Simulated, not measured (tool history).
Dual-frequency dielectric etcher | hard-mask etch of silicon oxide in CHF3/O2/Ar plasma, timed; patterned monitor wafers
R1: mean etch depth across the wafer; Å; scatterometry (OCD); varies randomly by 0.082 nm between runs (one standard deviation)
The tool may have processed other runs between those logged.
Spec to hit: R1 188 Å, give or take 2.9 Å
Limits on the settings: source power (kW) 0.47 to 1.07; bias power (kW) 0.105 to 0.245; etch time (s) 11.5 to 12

run 1 hour=0 | source_power_(kW)=0.77 bias_power_(kW)=0.175 etch_time_(s)=12 | R1=226.03
run 2 hour=2.4 | source_power_(kW)=0.77 bias_power_(kW)=0.203 etch_time_(s)=12 | R1=238.88
run 3 hour=4.7 | source_power_(kW)=0.7 bias_power_(kW)=0.191 etch_time_(s)=12 | R1=225.06
run 4 hour=8.6 | source_power_(kW)=0.84 bias_power_(kW)=0.191 etch_time_(s)=12 | R1=240.7
run 5 hour=9.9 | source_power_(kW)=0.76 bias_power_(kW)=0.18 etch_time_(s)=12 | R1=229.21
run 6 hour=16.5 | source_power_(kW)=0.67 bias_power_(kW)=0.18 etch_time_(s)=12 | R1=217.69
run 7 hour=18.6 | source_power_(kW)=0.63 bias_power_(kW)=0.173 etch_time_(s)=12 | R1=209.21
-- hour=27.4 bias power generator calibrated
run 8 hour=27.4 | source_power_(kW)=0.48 bias_power_(kW)=0.16 etch_time_(s)=12 | R1=184.08

Which single option among these 4 for the next run brings every result within its allowed miss of target? Just one does.
run A hour=36.2 | source_power_(kW)=0.52 bias_power_(kW)=0.137 etch_time_(s)=12 | R1=?
run B hour=36.2 | source_power_(kW)=0.48 bias_power_(kW)=0.146 etch_time_(s)=12 | R1=?
run C hour=36.2 | source_power_(kW)=0.48 bias_power_(kW)=0.157 etch_time_(s)=12 | R1=?
run D hour=36.2 | source_power_(kW)=0.51 bias_power_(kW)=0.158 etch_time_(s)=12 | R1=?

move=A R1=179.49
move=B R1=177.52
move=C R1=182.29
move=D R1=187.44
A: moves away from the targets compared with the last run
B: moves away from the targets compared with the last run
C: moves away from the targets compared with the last run
D: hits every target within its allowed miss
D is the move that brings every result within its allowed miss.
